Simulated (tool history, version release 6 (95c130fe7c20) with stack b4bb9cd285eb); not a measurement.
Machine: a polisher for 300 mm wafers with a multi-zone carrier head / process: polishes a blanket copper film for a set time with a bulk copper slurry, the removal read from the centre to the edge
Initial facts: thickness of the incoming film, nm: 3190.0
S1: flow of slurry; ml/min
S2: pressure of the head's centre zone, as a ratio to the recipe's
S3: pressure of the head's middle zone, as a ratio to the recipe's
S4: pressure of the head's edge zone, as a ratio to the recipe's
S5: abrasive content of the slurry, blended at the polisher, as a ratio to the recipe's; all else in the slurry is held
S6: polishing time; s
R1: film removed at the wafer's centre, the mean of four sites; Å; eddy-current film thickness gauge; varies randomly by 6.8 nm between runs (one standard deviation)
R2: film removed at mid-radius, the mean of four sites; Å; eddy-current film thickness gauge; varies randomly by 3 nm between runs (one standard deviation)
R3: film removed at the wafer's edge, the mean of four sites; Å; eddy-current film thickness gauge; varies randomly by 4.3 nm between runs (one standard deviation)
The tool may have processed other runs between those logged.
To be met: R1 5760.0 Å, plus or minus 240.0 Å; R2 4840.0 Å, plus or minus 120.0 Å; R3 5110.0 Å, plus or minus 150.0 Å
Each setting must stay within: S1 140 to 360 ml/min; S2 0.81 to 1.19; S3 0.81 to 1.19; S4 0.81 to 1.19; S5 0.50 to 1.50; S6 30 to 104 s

Run 1, hour 0.0: S1 230 ml/min, S2 1.00, S3 1.00, S4 1.00, S5 1.00, S6 67 s. Result: R1 7844.9 Å, R2 7813.7 Å, R3 8076.4 Å.
Run 2, hour 6.4: S1 230 ml/min, S2 1.00, S3 1.05, S4 1.00, S5 1.00, S6 67 s. Result: R1 7933.8 Å, R2 8240.5 Å, R3 8034.8 Å.
Run 3, hour 11.2: S1 230 ml/min, S2 1.00, S3 1.09, S4 1.00, S5 1.00, S6 67 s. Result: R1 7893.8 Å, R2 8501.9 Å, R3 7906.0 Å.
Run 4, hour 19.4: S1 230 ml/min, S2 1.00, S3 1.09, S4 1.00, S5 1.00, S6 82 s. Result: R1 9646.4 Å, R2 10415.0 Å, R3 9872.8 Å.
Run 5, hour 23.6: S1 230 ml/min, S2 1.00, S3 1.09, S4 1.00, S5 1.00, S6 96 s. Result: R1 11497.0 Å, R2 12275.0 Å, R3 11498.0 Å.
Run 6, hour 25.0: S1 205 ml/min, S2 1.00, S3 1.09, S4 1.00, S5 1.00, S6 96 s. Result: R1 11100.0 Å, R2 11864.0 Å, R3 11470.0 Å.
Run 7, hour 30.7: S1 210 ml/min, S2 1.01, S3 1.06, S4 0.98, S5 0.90, S6 87 s. Result: R1 9880.7 Å, R2 10382.0 Å, R3 10018.0 Å.
Run 8, hour 38.0: S1 210 ml/min, S2 1.03, S3 1.03, S4 0.96, S5 0.85, S6 79 s. Result: R1 9035.4 Å, R2 9048.0 Å, R3 8795.2 Å.
Run 9, hour 39.1: S1 205 ml/min, S2 1.04, S3 1.00, S4 0.94, S5 0.80, S6 73 s. Result: R1 8061.7 Å, R2 8052.3 Å, R3 7877.7 Å.
Run 10, hour 39.9: S1 200 ml/min, S2 1.06, S3 0.97, S4 0.92, S5 0.75, S6 69 s. Result: R1 7766.1 Å, R2 7100.5 Å, R3 7386.5 Å.
Run 11, hour 41.0: S1 200 ml/min, S2 1.07, S3 0.96, S4 0.90, S5 0.70, S6 66 s. Result: R1 7499.8 Å, R2 6747.0 Å, R3 6829.9 Å.
Run 12, hour 44.5: S1 200 ml/min, S2 1.07, S3 0.95, S4 0.89, S5 0.65, S6 63 s. Result: R1 6974.6 Å, R2 6269.4 Å, R3 6308.5 Å.
Run 13, hour 48.1: S1 200 ml/min, S2 1.07, S3 0.93, S4 0.88, S5 0.60, S6 61 s. Result: R1 6767.5 Å, R2 5786.6 Å, R3 5991.3 Å.

Next run, 4 choices. One meets every target within its allowed miss, the rest don't. Which?
Run A, hour 51.7: S1 285 ml/min, S2 1.12, S3 0.92, S4 0.93, S5 0.55, S6 50 s. Result: R1 ?, R2 ?, R3 ?.
Run B, hour 51.7: S1 200 ml/min, S2 1.13, S3 0.86, S4 0.91, S5 0.50, S6 53 s. Result: R1 ?, R2 ?, R3 ?.
Run C, hour 51.7: S1 240 ml/min, S2 1.18, S3 0.85, S4 0.91, S5 0.50, S6 56 s. Result: R1 ?, R2 ?, R3 ?.
Run D, hour 51.7: S1 185 ml/min, S2 1.19, S3 0.85, S4 0.85, S5 0.65, S6 52 s. Result: R1 ?, R2 ?, R3 ?.

move      R1      R2      R3
   A  5863.3  4832.7  5178.8
   B  5817.8  4524.6  5135.6
   C  6551.0  4852.9  5529.0
   D  6276.3  4635.8  5168.3
A: meets every target
B: carries the result that was furthest off beyond its target, to the other side
C: brings the last run's worst result on target, with another outside its allowed miss
D: carries the result that was furthest off beyond its target, to the other side
The right move is A.
